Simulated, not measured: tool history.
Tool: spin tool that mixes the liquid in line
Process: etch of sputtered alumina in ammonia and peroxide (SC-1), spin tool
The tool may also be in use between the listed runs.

| run | hour | temperature setpoint of the liquid (°C) | parts of 29 % ammonia solution to one part of 30 % peroxide (parts by volume) | time under the liquid (s) | thickness taken off the sputtered alumina on a monitor wafer (nm) |
|---|---|---|---|---|---|
| 1 | 0.0 | 56.0 | 0.7 | 70 | 4.3301 |
| 2 | 7.8 | 61.5 | 0.7 | 70 | 5.6147 |
| 3 | 8.5 | 66.5 | 0.7 | 70 | 7.3855 |
| 4 | 13.7 | 66.5 | 0.6 | 70 | 7.1784 |
| 5 | 14.8 | 62.0 | 0.6 | 70 | 5.7566 |
| 6 | 23.4 | 62.0 | 0.4 | 70 | 5.5937 |
| 7 | 28.2 | 58.5 | 0.4 | 70 | 4.6785 |

Forecast run 8:
| 8 | 30.4 | 50.5 | 0.4 | 70 | ? |

thickness taken off the sputtered alumina on a monitor wafer (nm): 3.0486
